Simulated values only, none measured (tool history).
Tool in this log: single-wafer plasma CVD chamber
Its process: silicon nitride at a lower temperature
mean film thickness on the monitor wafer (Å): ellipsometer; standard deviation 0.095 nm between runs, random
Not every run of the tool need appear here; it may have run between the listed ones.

run    day  heater temperature setpoint (°C)  chamber pressure (Torr)  RF power (kW)  deposition time (s)  mean film thickness on the monitor wafer (Å)
  1      0                               350                     1.89           0.38                 10.7                                        134.43
  2  0.146                               350                     1.89           0.38                 10.7                                        135.54
  3  0.333                               350                     1.95           0.39                 10.7                                        137.36
  4  0.467                               350                     1.95           0.39                 10.2                                        132.64
  5  0.529                               350                     1.95           0.44                 10.2                                        148.33
  6  0.821                               350                     1.99          0.445                 10.2                                        149.41
  7  1.038                               350                     2.03           0.45                 10.2                                        150.39

What will run 8 give?
  8  1.071                               350                     2.04          0.455                 10.2                                             ?

Logged for run 8: mean film thickness on the monitor wafer (Å) 153.58.
